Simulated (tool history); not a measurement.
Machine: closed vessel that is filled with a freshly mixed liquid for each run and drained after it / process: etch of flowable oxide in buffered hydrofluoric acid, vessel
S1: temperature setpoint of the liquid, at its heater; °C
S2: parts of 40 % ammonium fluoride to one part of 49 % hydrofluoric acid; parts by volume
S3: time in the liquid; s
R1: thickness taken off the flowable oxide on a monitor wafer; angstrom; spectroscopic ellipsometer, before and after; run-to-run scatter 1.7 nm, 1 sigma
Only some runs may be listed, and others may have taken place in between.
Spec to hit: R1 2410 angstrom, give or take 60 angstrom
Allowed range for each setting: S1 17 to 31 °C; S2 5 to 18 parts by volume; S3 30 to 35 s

run  hour    S1   S2  S3      R1
  1     0    23   11  35  1186.8
  2   5.9    25   10  35  1469.7
  3  10.8  23.5   10  35  1351.5
  4  20.1  25.5  9.5  35  1561.2
  5  27.7    27    9  35  1751.2
  6  31.7    27  7.5  35  2103.6
  7  33.9  27.5  7.5  35  2189.6
  8  36.8  27.5  7.5  35  2192.2
  9  41.5    28  7.5  35  2245.9
 10  48.8  28.5  7.5  35  2261.1

Which single option among these 5 for the next run brings every result within its allowed miss of target? Just one does.
  A  56.1  29.5    6  30   ?
  B  56.1    28    7  35   ?
  C  56.1    28  7.5  35   ?
  D  56.1  30.5  6.5  30   ?
  E  56.1    28  5.5  30   ?

move      R1
   A  2548.2
   B  2403.7
   C  2231.4
   D  2505.8
   E  2534.2
A: the result that was furthest off in the last run now lies on the other side of its target
B: all results land within tolerance of their targets
C: lands further from the targets than the last run did
D: the result that was furthest off in the last run now lies on the other side of its target
E: the result that was furthest off in the last run now lies on the other side of its target
B meets every target.
